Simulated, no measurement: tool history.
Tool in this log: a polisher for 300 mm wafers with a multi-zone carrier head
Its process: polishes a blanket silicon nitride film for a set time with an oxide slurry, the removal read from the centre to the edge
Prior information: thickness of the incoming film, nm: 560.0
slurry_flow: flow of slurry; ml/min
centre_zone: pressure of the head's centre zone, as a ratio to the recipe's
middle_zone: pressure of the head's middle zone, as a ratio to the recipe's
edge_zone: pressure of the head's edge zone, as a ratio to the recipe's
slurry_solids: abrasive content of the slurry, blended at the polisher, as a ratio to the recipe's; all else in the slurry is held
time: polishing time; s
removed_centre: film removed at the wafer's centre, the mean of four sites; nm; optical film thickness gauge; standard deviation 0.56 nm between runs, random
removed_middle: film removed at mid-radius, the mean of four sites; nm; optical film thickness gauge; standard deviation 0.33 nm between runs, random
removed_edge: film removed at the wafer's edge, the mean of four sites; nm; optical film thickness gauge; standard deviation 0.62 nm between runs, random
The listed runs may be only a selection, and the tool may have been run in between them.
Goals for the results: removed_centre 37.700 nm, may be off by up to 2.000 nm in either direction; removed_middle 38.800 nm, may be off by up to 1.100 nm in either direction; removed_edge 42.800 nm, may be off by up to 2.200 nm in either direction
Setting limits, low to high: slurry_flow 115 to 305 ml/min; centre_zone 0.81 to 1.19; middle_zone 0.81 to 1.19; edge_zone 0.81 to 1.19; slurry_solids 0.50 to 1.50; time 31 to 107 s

run  hour  slurry_flow  centre_zone  middle_zone  edge_zone  slurry_solids  time  removed_centre  removed_middle  removed_edge
  1   0.0          195         1.00         1.00       1.00           1.00    69          29.994          29.174        29.076
  2   3.0          195         1.00         1.00       1.00           1.00    84          35.150          34.602        35.668
  3   6.7          195         1.00         1.03       1.00           1.00    84          36.298          36.368        35.346
  4   9.4          195         0.94         1.03       1.00           1.00    84          33.205          36.297        35.601
  5  13.5          195         0.94         0.99       1.00           1.00    84          34.576          34.397        35.457
  6  18.3          195         0.94         0.91       1.00           1.00    84          34.710          32.280        35.906
  7  19.3          205         0.94         0.94       1.05           1.05    84          34.539          34.827        37.342
  8  22.4          230         0.97         0.92       1.15           1.25    85          39.467          36.905        43.448

Pick the move, out of 4, that brings all results within their allowed miss; only one does.
  A  25.5          170         1.06         0.99       1.12           1.25    85               ?               ?             ?
  B  25.5          255         0.81         0.84       1.19           1.25    95               ?               ?             ?
  C  25.5          230         0.92         0.96       1.11           1.45    82               ?               ?             ?
  D  25.5          210         0.87         0.87       1.19           1.25    89               ?               ?             ?

move  removed_centre  removed_middle  removed_edge
   A          40.798          37.119        41.340
   B          37.205          38.530        50.001
   C          37.971          38.639        43.392
   D          36.403          36.192        45.925
A: closes in on the targets versus the last run, not all within tolerance yet
B: the worst result of the last run now meets its target, but another is out of spec
C: meets every target
D: further off than the last run
The move that meets every target is C.
